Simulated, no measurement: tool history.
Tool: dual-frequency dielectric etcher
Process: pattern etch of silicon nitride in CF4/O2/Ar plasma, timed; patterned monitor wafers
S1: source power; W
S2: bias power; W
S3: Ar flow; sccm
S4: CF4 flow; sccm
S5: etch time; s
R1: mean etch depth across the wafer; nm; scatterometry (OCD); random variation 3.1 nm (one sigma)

run 1 day=0.000 | S1=390 S2=56 S3=98 S4=110 S5=625 | R1=966.26
run 2 day=0.242 | S1=400 S2=56 S3=98 S4=110 S5=625 | R1=981.29
run 3 day=0.408 | S1=400 S2=56 S3=98 S4=93 S5=625 | R1=961.60
run 4 day=0.442 | S1=410 S2=56 S3=98 S4=93 S5=625 | R1=985.31
run 5 day=0.712 | S1=410 S2=56 S3=98 S4=78 S5=625 | R1=959.50
run 6 day=0.800 | S1=420 S2=56 S3=98 S4=78 S5=625 | R1=983.96
run 7 day=1.088 | S1=430 S2=56 S3=98 S4=78 S5=625 | R1=1000.20
run 8 day=1.204 | S1=440 S2=56 S3=98 S4=78 S5=625 | R1=1018.20

The next listed run, before its measurement:
run 9 day=1.292 | S1=450 S2=56 S3=98 S4=78 S5=625 | R1=?

Run 9 gave R1 1034.50 nm.
